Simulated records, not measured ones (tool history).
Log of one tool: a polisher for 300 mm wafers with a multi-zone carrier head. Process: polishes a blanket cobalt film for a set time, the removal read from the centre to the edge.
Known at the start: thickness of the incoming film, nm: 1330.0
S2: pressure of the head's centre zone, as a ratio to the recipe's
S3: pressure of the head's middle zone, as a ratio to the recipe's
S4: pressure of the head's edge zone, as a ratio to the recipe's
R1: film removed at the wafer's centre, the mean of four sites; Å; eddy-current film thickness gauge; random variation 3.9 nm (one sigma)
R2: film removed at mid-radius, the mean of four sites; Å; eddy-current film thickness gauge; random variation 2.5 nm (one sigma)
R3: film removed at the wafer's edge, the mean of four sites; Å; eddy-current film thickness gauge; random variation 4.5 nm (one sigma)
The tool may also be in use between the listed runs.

{"run": 1, "day": 0.0, "flow of slurry (ml/min)": 200, "S2": 1, "S3": 1, "S4": 1, "polishing time (s)": 74, "R1": 3675, "R2": 3664.6, "R3": 3603.7}
{"run": 2, "day": 0.146, "flow of slurry (ml/min)": 200, "S2": 0.95, "S3": 1, "S4": 1, "polishing time (s)": 74, "R1": 3497.4, "R2": 3589, "R3": 3599.1}
{"run": 3, "day": 0.325, "flow of slurry (ml/min)": 185, "S2": 0.9, "S3": 0.97, "S4": 1.01, "polishing time (s)": 72, "R1": 3155.1, "R2": 3406, "R3": 3532.2}
{"run": 4, "day": 0.442, "flow of slurry (ml/min)": 185, "S2": 0.9, "S3": 0.97, "S4": 1.04, "polishing time (s)": 72, "R1": 3129.4, "R2": 3381.6, "R3": 3483.9}
{"run": 5, "day": 0.5, "flow of slurry (ml/min)": 185, "S2": 0.9, "S3": 0.97, "S4": 0.98, "polishing time (s)": 72, "R1": 3048, "R2": 3358, "R3": 3381.2}
{"run": 6, "day": 0.575, "flow of slurry (ml/min)": 185, "S2": 0.9, "S3": 0.97, "S4": 0.95, "polishing time (s)": 72, "R1": 3093.9, "R2": 3353.5, "R3": 3332.1}
{"run": 7, "day": 0.679, "flow of slurry (ml/min)": 175, "S2": 0.88, "S3": 0.92, "S4": 0.96, "polishing time (s)": 71, "R1": 3078.2, "R2": 3245.1, "R3": 3388.9}
{"run": 8, "day": 0.954, "flow of slurry (ml/min)": 155, "S2": 0.81, "S3": 0.83, "S4": 1.02, "polishing time (s)": 61, "R1": 2280, "R2": 2496.7, "R3": 2957.2}
{"run": 9, "day": 1.25, "flow of slurry (ml/min)": 175, "S2": 0.83, "S3": 0.85, "S4": 1.03, "polishing time (s)": 62, "R1": 2449.6, "R2": 2636.5, "R3": 3033.2}

The next listed run, before its measurement:
{"run": 10, "day": 1.329, "flow of slurry (ml/min)": 185, "S2": 0.84, "S3": 0.85, "S4": 1.04, "polishing time (s)": 63, "R1": "?", "R2": "?", "R3": "?"}

{"run 10": {"R1": 2540.6, "R2": 2656.4, "R3": 3146.1}}
